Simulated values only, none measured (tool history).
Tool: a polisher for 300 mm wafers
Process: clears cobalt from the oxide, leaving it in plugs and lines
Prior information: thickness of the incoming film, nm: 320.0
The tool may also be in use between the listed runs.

run	hour	flow of slurry (ml/min)	pressure of the wafer on the pad (psi)	speed of the pad under the wafer (m/s)	overpolish time after the end point (s)	time until the end point was called (s)	dishing of a wide line in a test structure (angstrom)
1	0	300	2.4	0.88	21	60.977	514.94
2	6.6	300	2.6	0.88	21	56.202	502.54
3	14.1	300	3	0.88	21	48.429	540.39
4	21.9	300	2.7	0.88	21	55.153	531.36
5	23.7	300	2.6	0.88	20	56.521	511.42
6	28.1	300	2.5	0.88	19	58.681	485.88
7	29.8	300	2.4	0.88	19	61.506	465.49
8	38.6	300	2.3	0.88	19	62.456	486.11
9	40.5	300	2.2	0.88	18	67.381	452.84

The next listed run, before its measurement:
10	49.2	300	2.1	0.88	18	?	?

time until the end point was called (s): 67.582
dishing of a wide line in a test structure (angstrom): 437.34
